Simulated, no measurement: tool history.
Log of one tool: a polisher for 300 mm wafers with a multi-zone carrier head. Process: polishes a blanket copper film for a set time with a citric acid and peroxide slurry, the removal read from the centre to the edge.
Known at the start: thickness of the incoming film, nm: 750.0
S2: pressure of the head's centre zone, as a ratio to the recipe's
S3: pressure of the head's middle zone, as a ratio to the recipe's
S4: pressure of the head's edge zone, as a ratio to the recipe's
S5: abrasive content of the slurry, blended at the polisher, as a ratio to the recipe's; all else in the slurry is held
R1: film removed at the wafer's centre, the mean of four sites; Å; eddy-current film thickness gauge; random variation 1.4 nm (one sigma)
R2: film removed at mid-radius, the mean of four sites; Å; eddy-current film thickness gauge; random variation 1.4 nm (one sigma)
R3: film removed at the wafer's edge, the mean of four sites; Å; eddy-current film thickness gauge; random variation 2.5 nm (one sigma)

{"run": 1, "hour": 0.0, "flow of slurry (ml/min)": 190, "S2": 1.0, "S3": 1.0, "S4": 1.0, "S5": 1.0, "polishing time (s)": 71, "R1": 2920.2, "R2": 2916.1, "R3": 2988.8}
{"run": 2, "hour": 4.2, "flow of slurry (ml/min)": 190, "S2": 0.99, "S3": 1.0, "S4": 0.97, "S5": 0.9, "polishing time (s)": 68, "R1": 2674.6, "R2": 2711.2, "R3": 2698.9}
{"run": 3, "hour": 9.1, "flow of slurry (ml/min)": 190, "S2": 0.98, "S3": 0.99, "S4": 0.95, "S5": 0.85, "polishing time (s)": 66, "R1": 2508.3, "R2": 2600.9, "R3": 2590.4}
{"run": 4, "hour": 14.0, "flow of slurry (ml/min)": 190, "S2": 0.98, "S3": 0.98, "S4": 0.93, "S5": 0.8, "polishing time (s)": 64, "R1": 2383.9, "R2": 2413.6, "R3": 2395.6}
{"run": 5, "hour": 16.6, "flow of slurry (ml/min)": 190, "S2": 0.97, "S3": 0.98, "S4": 0.91, "S5": 0.75, "polishing time (s)": 63, "R1": 2295.7, "R2": 2366.8, "R3": 2274.6}
{"run": 6, "hour": 23.3, "flow of slurry (ml/min)": 185, "S2": 0.96, "S3": 0.97, "S4": 0.9, "S5": 0.7, "polishing time (s)": 62, "R1": 2156.9, "R2": 2190.6, "R3": 2129.2}
{"run": 7, "hour": 27.8, "flow of slurry (ml/min)": 175, "S2": 0.95, "S3": 0.97, "S4": 0.89, "S5": 0.7, "polishing time (s)": 62, "R1": 2081.2, "R2": 2204.1, "R3": 2111.6}
{"run": 8, "hour": 29.6, "flow of slurry (ml/min)": 165, "S2": 0.94, "S3": 0.93, "S4": 0.81, "S5": 0.5, "polishing time (s)": 55, "R1": 1574.8, "R2": 1602.1, "R3": 1536.9}
{"run": 9, "hour": 35.6, "flow of slurry (ml/min)": 180, "S2": 0.94, "S3": 0.94, "S4": 0.82, "S5": 0.5, "polishing time (s)": 55, "R1": 1602.8, "R2": 1631.3, "R3": 1607.2}
{"run": 10, "hour": 39.1, "flow of slurry (ml/min)": 185, "S2": 0.95, "S3": 0.96, "S4": 0.82, "S5": 0.5, "polishing time (s)": 55, "R1": 1632.0, "R2": 1660.0, "R3": 1649.0}
{"run": 11, "hour": 40.0, "flow of slurry (ml/min)": 180, "S2": 0.96, "S3": 0.98, "S4": 0.82, "S5": 0.5, "polishing time (s)": 55, "R1": 1644.5, "R2": 1670.9, "R3": 1576.6}
{"run": 12, "hour": 48.1, "flow of slurry (ml/min)": 190, "S2": 0.96, "S3": 0.99, "S4": 0.82, "S5": 0.5, "polishing time (s)": 55, "R1": 1659.9, "R2": 1726.8, "R3": 1608.4}
{"run": 13, "hour": 50.2, "flow of slurry (ml/min)": 200, "S2": 0.96, "S3": 1.0, "S4": 0.82, "S5": 0.5, "polishing time (s)": 55, "R1": 1674.2, "R2": 1770.5, "R3": 1629.6}
{"run": 14, "hour": 51.2, "flow of slurry (ml/min)": 210, "S2": 0.96, "S3": 1.0, "S4": 0.82, "S5": 0.5, "polishing time (s)": 55, "R1": 1659.4, "R2": 1753.8, "R3": 1610.6}
{"run": 15, "hour": 52.8, "flow of slurry (ml/min)": 210, "S2": 0.96, "S3": 1.0, "S4": 0.84, "S5": 0.5, "polishing time (s)": 55, "R1": 1678.3, "R2": 1768.5, "R3": 1630.4}
{"run": 16, "hour": 57.4, "flow of slurry (ml/min)": 210, "S2": 0.96, "S3": 1.0, "S4": 0.86, "S5": 0.5, "polishing time (s)": 55, "R1": 1676.5, "R2": 1779.9, "R3": 1676.3}

The next listed run, before its measurement:
{"run": 17, "hour": 64.1, "flow of slurry (ml/min)": 215, "S2": 0.97, "S3": 1.01, "S4": 0.87, "S5": 0.5, "polishing time (s)": 55, "R1": "?", "R2": "?", "R3": "?"}

Run 17 gave R1 1727.2 Å, R2 1785.3 Å, R3 1665.5 Å.
